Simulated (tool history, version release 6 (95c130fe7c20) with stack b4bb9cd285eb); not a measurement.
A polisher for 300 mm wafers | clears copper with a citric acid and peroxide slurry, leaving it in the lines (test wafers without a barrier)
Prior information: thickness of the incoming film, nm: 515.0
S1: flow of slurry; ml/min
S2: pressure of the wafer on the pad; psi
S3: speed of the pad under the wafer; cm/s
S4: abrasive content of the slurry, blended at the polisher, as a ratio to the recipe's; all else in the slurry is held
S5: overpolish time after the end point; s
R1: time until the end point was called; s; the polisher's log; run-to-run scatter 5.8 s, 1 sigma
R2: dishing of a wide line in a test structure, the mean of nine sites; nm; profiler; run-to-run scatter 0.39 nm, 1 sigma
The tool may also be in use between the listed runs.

run  hour   S1   S2   S3    S4  S5      R1      R2
  1     0  285  4.2  100     1  26  198.92  44.836
  2   0.6  285  4.2  100     1  17  197.68  33.108
  3   2.4  285  4.2  100  1.15  17  189.08  33.792
  4   4.3  285  4.2  100  1.15  13  195.96  25.731
  5  10.5  285  3.2  100  1.15  13  235.13  21.723
  6  11.7  285  3.7  100  1.15  13  209.69  24.318
  7  16.7  275  3.1   82  1.05  17  298.26  22.611

For run 8, what comes out?
  8  17.5  270  2.7  72   1  19   ?   ?

Run 8 produced R1 374.86 s, R2 19.893 nm.
